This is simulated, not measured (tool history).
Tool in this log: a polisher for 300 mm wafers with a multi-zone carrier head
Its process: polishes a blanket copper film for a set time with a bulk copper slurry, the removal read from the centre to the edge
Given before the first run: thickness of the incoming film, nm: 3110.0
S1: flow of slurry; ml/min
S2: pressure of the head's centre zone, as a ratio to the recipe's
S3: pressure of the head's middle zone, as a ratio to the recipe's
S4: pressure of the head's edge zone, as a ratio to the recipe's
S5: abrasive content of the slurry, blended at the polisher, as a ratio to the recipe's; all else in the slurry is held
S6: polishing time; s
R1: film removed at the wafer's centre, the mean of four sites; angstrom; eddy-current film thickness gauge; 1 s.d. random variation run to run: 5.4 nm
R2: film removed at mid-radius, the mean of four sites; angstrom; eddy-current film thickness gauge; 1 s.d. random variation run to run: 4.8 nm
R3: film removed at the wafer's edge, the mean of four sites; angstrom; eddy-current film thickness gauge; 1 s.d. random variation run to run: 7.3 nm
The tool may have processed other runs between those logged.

run	hour	S1	S2	S3	S4	S5	S6	R1	R2	R3
1	0	165	1	1	1	1	60	5794.1	5910.4	5982.2
2	5.5	165	1	0.94	1	1	60	5738.9	5770.7	5821.4
3	12.5	165	1	0.94	1	0.8	60	5399.9	5333	5607.7
4	15	160	0.99	0.94	1	0.8	60	5264.1	5389.6	5681.7
5	21.7	160	0.99	0.94	1	0.95	60	5532.2	5598	5844.7
6	27.4	160	0.98	0.93	0.99	0.95	60	5504.5	5569.6	5758.8
7	31.6	155	0.97	0.92	0.98	0.95	60	5455.2	5401	5756
8	37.7	160	0.96	0.93	0.97	0.9	60	5327.3	5437.2	5697.7
9	44.5	160	0.95	0.93	0.96	0.9	60	5256.4	5399.7	5578.5
10	49.7	155	0.94	0.93	0.95	0.9	60	5130.8	5371.9	5576.4

Run 11 comes next. What will it give?
11	50.4	150	0.94	0.93	0.94	0.9	60	?	?	?

R1: 5061 angstrom
R2: 5361.7 angstrom
R3: 5579.3 angstrom
